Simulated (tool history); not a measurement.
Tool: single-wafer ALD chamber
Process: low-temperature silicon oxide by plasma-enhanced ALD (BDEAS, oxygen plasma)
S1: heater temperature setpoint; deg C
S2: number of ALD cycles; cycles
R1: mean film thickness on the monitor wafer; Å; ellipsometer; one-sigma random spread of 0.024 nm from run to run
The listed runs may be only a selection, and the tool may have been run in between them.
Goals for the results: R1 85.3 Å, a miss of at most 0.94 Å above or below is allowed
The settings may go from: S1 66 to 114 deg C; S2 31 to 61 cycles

run 1 hour=0 | S1=90 S2=46 | R1=70.094
run 2 hour=1.6 | S1=87 S2=47 | R1=72.261
run 3 hour=6 | S1=84 S2=48 | R1=74.133
run 4 hour=13.4 | S1=84 S2=54 | R1=83.727
run 5 hour=15 | S1=84 S2=57 | R1=88.295
run 6 hour=19 | S1=84 S2=61 | R1=94.617
run 7 hour=22.7 | S1=88 S2=61 | R1=93.515
run 8 hour=30.2 | S1=91 S2=61 | R1=92.528
run 9 hour=31.8 | S1=91 S2=61 | R1=92.462
run 10 hour=34.2 | S1=94 S2=61 | R1=91.291

Which of these 4 next moves meets every target?
run A hour=36.6 | S1=96 S2=57 | R1=?
run B hour=36.6 | S1=91 S2=58 | R1=?
run C hour=36.6 | S1=94 S2=58 | R1=?
run D hour=36.6 | S1=88 S2=57 | R1=?

move=A R1=85.285
move=B R1=88.136
move=C R1=87.323
move=D R1=87.416
A: all results land within tolerance of their targets
B: nearer than the last run, and not there yet
C: nearer than the last run, and not there yet
D: nearer than the last run, and not there yet
Answer: A
